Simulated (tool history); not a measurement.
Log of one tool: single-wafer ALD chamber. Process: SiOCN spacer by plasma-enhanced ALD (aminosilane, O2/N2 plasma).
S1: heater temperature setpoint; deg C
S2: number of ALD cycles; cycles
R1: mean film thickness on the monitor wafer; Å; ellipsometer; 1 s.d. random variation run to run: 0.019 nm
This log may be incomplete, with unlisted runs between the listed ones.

{"run": 1, "hour": 0.0, "S1": 380, "S2": 78, "R1": 48.033}
{"run": 2, "hour": 4.8, "S1": 374, "S2": 78, "R1": 48.153}
{"run": 3, "hour": 10.9, "S1": 374, "S2": 76, "R1": 46.971}
{"run": 4, "hour": 12.5, "S1": 374, "S2": 71, "R1": 43.948}
{"run": 5, "hour": 14.4, "S1": 380, "S2": 71, "R1": 43.996}
{"run": 6, "hour": 22.2, "S1": 372, "S2": 71, "R1": 43.72}

Expected results for the next run?
{"run": 7, "hour": 26.0, "S1": 372, "S2": 71, "R1": "?"}

R1: 43.961 Å
